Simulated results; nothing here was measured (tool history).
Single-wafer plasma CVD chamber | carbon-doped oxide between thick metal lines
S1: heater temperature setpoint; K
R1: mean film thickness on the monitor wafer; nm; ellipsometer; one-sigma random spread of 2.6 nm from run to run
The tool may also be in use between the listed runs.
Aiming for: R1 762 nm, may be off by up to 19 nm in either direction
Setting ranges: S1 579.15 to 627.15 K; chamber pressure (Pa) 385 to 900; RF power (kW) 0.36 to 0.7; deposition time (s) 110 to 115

run 1 hour=0 | S1=603.15 chamber_pressure_(Pa)=643 RF_power_(kW)=0.53 deposition_time_(s)=115 | R1=681.58
run 2 hour=1.4 | S1=610.15 chamber_pressure_(Pa)=643 RF_power_(kW)=0.53 deposition_time_(s)=115 | R1=667.65
run 3 hour=7.8 | S1=615.15 chamber_pressure_(Pa)=643 RF_power_(kW)=0.53 deposition_time_(s)=115 | R1=663.69
run 4 hour=11.2 | S1=625.15 chamber_pressure_(Pa)=643 RF_power_(kW)=0.53 deposition_time_(s)=115 | R1=642.94
run 5 hour=13.4 | S1=625.15 chamber_pressure_(Pa)=643 RF_power_(kW)=0.53 deposition_time_(s)=110 | R1=618.6
run 6 hour=19.7 | S1=625.15 chamber_pressure_(Pa)=643 RF_power_(kW)=0.58 deposition_time_(s)=110 | R1=647.05
run 7 hour=20.9 | S1=623.15 chamber_pressure_(Pa)=676 RF_power_(kW)=0.595 deposition_time_(s)=110 | R1=658.29
run 8 hour=25.1 | S1=621.15 chamber_pressure_(Pa)=684 RF_power_(kW)=0.615 deposition_time_(s)=111 | R1=684.02

Which single option among these 4 for the next run brings every result within its allowed miss of target? Just one does.
run A hour=29.3 | S1=606.15 chamber_pressure_(Pa)=552 RF_power_(kW)=0.64 deposition_time_(s)=112 | R1=?
run B hour=29.3 | S1=612.15 chamber_pressure_(Pa)=720 RF_power_(kW)=0.67 deposition_time_(s)=115 | R1=?
run C hour=29.3 | S1=615.15 chamber_pressure_(Pa)=737 RF_power_(kW)=0.65 deposition_time_(s)=113 | R1=?
run D hour=29.3 | S1=626.15 chamber_pressure_(Pa)=731 RF_power_(kW)=0.69 deposition_time_(s)=111 | R1=?

move=A R1=713.96
move=B R1=759.64
move=C R1=731.67
move=D R1=720.58
A: closer than the last run, but not yet in spec
B: every result lands within tolerance
C: closer than the last run, but not yet in spec
D: closer than the last run, but not yet in spec
Correct choice: B, which meets every target
